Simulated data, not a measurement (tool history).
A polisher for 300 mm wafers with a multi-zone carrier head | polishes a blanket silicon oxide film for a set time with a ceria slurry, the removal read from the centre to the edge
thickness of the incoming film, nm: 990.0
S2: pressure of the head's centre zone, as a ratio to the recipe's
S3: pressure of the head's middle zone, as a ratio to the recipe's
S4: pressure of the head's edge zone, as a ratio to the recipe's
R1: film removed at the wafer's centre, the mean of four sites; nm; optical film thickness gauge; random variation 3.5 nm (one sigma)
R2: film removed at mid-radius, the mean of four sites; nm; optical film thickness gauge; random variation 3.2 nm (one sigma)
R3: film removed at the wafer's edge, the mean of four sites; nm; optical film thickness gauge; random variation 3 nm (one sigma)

{"run": 1, "hour": 0.0, "flow of slurry (ml/min)": 300, "S2": 1, "S3": 1, "S4": 1, "polishing time (s)": 67, "R1": 257.59, "R2": 264.14, "R3": 282.94}
{"run": 2, "hour": 8.5, "flow of slurry (ml/min)": 300, "S2": 1.06, "S3": 1, "S4": 1, "polishing time (s)": 67, "R1": 270.46, "R2": 262.28, "R3": 276.65}
{"run": 3, "hour": 9.9, "flow of slurry (ml/min)": 310, "S2": 1.05, "S3": 1.04, "S4": 1.01, "polishing time (s)": 68, "R1": 275.12, "R2": 269.21, "R3": 283.22}
{"run": 4, "hour": 12.4, "flow of slurry (ml/min)": 310, "S2": 1.05, "S3": 1.1, "S4": 1.01, "polishing time (s)": 68, "R1": 280.87, "R2": 289.42, "R3": 285.5}
{"run": 5, "hour": 17.2, "flow of slurry (ml/min)": 285, "S2": 1.05, "S3": 1.1, "S4": 1.01, "polishing time (s)": 68, "R1": 272.1, "R2": 288.95, "R3": 285.88}
{"run": 6, "hour": 25.6, "flow of slurry (ml/min)": 285, "S2": 1.05, "S3": 1.1, "S4": 1.01, "polishing time (s)": 84, "R1": 341.16, "R2": 354.34, "R3": 347.84}
{"run": 7, "hour": 26.3, "flow of slurry (ml/min)": 275, "S2": 1.02, "S3": 1.08, "S4": 0.97, "polishing time (s)": 82, "R1": 323.83, "R2": 337.1, "R3": 326.77}
{"run": 8, "hour": 33.9, "flow of slurry (ml/min)": 265, "S2": 0.99, "S3": 1.07, "S4": 0.95, "polishing time (s)": 81, "R1": 319.71, "R2": 334.65, "R3": 327.43}

Run 9 comes next. What will it give?
{"run": 9, "hour": 39.8, "flow of slurry (ml/min)": 260, "S2": 0.97, "S3": 1.07, "S4": 0.94, "polishing time (s)": 79, "R1": "?", "R2": "?", "R3": "?"}

R1: 296.75 nm
R2: 322.84 nm
R3: 315.48 nm
